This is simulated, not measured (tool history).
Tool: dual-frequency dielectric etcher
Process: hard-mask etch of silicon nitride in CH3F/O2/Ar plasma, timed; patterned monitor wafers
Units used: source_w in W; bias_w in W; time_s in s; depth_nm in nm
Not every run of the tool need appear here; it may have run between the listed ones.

Run 1, hour 0: source_w 470 W, bias_w 83 W, time_s 205.5 s. Result: depth_nm 163.94 nm.
Run 2, hour 8.7: source_w 430 W, bias_w 81 W, time_s 205.5 s. Result: depth_nm 158.47 nm.
Run 3, hour 15.1: source_w 430 W, bias_w 81 W, time_s 205.5 s. Result: depth_nm 158.26 nm.
Run 4, hour 23: source_w 400 W, bias_w 81 W, time_s 205.5 s. Result: depth_nm 154.82 nm.
Run 5, hour 32: source_w 370 W, bias_w 79 W, time_s 205.5 s. Result: depth_nm 149.46 nm.
Run 6, hour 38.1: source_w 370 W, bias_w 79 W, time_s 205.5 s. Result: depth_nm 148.73 nm.
Run 7, hour 40.8: source_w 360 W, bias_w 78 W, time_s 205.5 s. Result: depth_nm 147.51 nm.

Run 8 is up next; what results do you expect?
Run 8, hour 46.6: source_w 350 W, bias_w 77 W, time_s 205.5 s. Result: depth_nm ?.

Run 8 produced depth_nm 145.65 nm.

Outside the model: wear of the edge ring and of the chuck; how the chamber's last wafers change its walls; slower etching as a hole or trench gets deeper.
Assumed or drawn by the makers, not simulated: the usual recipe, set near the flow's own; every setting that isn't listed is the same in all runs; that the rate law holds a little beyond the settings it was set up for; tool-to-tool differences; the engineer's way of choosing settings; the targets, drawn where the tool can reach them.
